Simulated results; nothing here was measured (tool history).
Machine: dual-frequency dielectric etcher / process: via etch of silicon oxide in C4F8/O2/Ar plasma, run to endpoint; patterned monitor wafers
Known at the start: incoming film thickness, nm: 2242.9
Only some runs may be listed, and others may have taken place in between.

run,hour,source power (kW),bias power (kW),endpoint time (s)
1,0.0,2.110,2.444,372.43
2,3.8,2.320,2.444,357.34
3,6.8,2.450,2.444,342.42
4,12.4,2.220,2.444,364.81
5,16.1,2.070,2.382,385.93
6,20.2,2.070,2.016,408.11
7,24.2,2.010,1.996,415.29
8,26.7,2.010,1.996,409.73

For run 9, what comes out?
9,32.8,1.950,1.973,?

endpoint time (s): 424.31
